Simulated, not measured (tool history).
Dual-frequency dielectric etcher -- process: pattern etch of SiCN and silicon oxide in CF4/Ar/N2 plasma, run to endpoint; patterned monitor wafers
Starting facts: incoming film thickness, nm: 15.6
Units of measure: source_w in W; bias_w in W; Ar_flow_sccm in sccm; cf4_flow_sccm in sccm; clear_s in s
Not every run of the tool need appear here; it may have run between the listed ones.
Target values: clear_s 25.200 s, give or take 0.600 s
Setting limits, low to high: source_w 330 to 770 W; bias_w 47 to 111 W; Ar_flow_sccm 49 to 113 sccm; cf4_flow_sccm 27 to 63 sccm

| run | hour | source_w | bias_w | Ar_flow_sccm | cf4_flow_sccm | clear_s |
|---|---|---|---|---|---|---|
| 1 | 0.0 | 550 | 79 | 81 | 45 | 16.049 |
| 2 | 5.7 | 610 | 79 | 81 | 45 | 14.355 |
| 3 | 8.9 | 580 | 77 | 82 | 45 | 15.280 |
| 4 | 14.7 | 580 | 77 | 91 | 45 | 15.439 |
| 5 | 17.3 | 580 | 88 | 91 | 45 | 14.910 |
| 6 | 26.2 | 630 | 88 | 91 | 45 | 13.903 |
| 7 | 28.8 | 590 | 85 | 93 | 44 | 15.054 |
| 8 | 36.8 | 560 | 82 | 94 | 43 | 15.878 |
| 9 | 41.3 | 530 | 79 | 95 | 42 | 16.880 |
| 10 | 46.4 | 500 | 77 | 96 | 41 | 17.926 |
| 11 | 49.2 | 480 | 75 | 97 | 40 | 18.913 |

5 next moves are on the table. One of them brings every result within its allowed miss. Which?
| A | 52.0 | 530 | 79 | 91 | 37 | ? |
| B | 52.0 | 350 | 77 | 111 | 27 | ? |
| C | 52.0 | 380 | 57 | 104 | 38 | ? |
| D | 52.0 | 360 | 80 | 99 | 39 | ? |
| E | 52.0 | 560 | 76 | 91 | 43 | ? |

| move | clear_s |
|---|---|
| A | 16.927 |
| B | 26.130 |
| C | 25.217 |
| D | 23.998 |
| E | 16.018 |
A: lands further from the targets than the last run did
B: pushes the last run's worst result past its target
C: all results in spec
D: gains on the last run, yet a result remains outside its allowed miss
E: lands further from the targets than the last run did
Move C is the one to make.

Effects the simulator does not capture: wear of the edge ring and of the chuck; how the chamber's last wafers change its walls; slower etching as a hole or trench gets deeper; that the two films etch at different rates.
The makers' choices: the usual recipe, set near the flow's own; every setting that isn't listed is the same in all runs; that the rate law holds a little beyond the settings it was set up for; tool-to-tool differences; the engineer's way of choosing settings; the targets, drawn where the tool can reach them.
